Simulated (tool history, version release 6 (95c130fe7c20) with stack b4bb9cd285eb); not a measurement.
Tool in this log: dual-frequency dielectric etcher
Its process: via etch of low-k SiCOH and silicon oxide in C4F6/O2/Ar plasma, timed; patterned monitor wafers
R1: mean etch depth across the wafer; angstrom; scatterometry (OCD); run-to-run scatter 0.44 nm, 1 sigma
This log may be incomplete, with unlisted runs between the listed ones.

{"run": 1, "day": 0.0, "source power (W)": 330, "bias power (W)": 194, "etch time (s)": 43, "R1": 1033.6}
{"run": 2, "day": 0.121, "source power (W)": 330, "bias power (W)": 212, "etch time (s)": 43, "R1": 1083.2}
{"run": 3, "day": 0.292, "source power (W)": 350, "bias power (W)": 215, "etch time (s)": 43, "R1": 1107.3}
{"run": 4, "day": 0.367, "source power (W)": 370, "bias power (W)": 218, "etch time (s)": 43, "R1": 1129.4}
{"run": 5, "day": 0.738, "source power (W)": 380, "bias power (W)": 222, "etch time (s)": 43, "R1": 1153.5}
{"run": 6, "day": 0.933, "source power (W)": 380, "bias power (W)": 193, "etch time (s)": 43, "R1": 1086.8}
{"run": 7, "day": 1.083, "source power (W)": 390, "bias power (W)": 200, "etch time (s)": 43, "R1": 1111.8}
{"run": 8, "day": 1.338, "source power (W)": 400, "bias power (W)": 205, "etch time (s)": 43, "R1": 1129.8}

Run 9, settings as shown, results not yet in. Your forecast:
{"run": 9, "day": 1.442, "source power (W)": 410, "bias power (W)": 210, "etch time (s)": 43, "R1": "?"}

Run 9 yielded R1 1146.1 angstrom.
